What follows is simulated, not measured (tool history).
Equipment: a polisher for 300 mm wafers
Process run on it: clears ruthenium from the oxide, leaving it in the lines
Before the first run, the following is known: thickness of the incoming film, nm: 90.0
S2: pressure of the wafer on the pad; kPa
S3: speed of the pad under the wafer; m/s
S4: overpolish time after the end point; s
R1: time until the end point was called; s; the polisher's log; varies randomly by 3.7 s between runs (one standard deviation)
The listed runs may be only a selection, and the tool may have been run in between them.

run 1 day=0.000 | flow_of_slurry_(ml/min)=250 S2=11.7 S3=0.82 S4=8 | R1=135.92
run 2 day=0.346 | flow_of_slurry_(ml/min)=250 S2=11.7 S3=0.82 S4=6 | R1=138.16
run 3 day=0.658 | flow_of_slurry_(ml/min)=205 S2=11.7 S3=0.82 S4=6 | R1=138.89
run 4 day=1.029 | flow_of_slurry_(ml/min)=205 S2=11.0 S3=0.80 S4=6 | R1=147.68
run 5 day=1.079 | flow_of_slurry_(ml/min)=205 S2=11.0 S3=0.80 S4=8 | R1=150.70
run 6 day=1.317 | flow_of_slurry_(ml/min)=205 S2=10.3 S3=0.78 S4=8 | R1=162.74
run 7 day=1.512 | flow_of_slurry_(ml/min)=205 S2=9.7 S3=0.76 S4=8 | R1=176.89

Expected results for the next run?
run 8 day=1.675 | flow_of_slurry_(ml/min)=200 S2=6.2 S3=0.68 S4=8 | R1=?

Run 8 yielded R1 303.50 s.
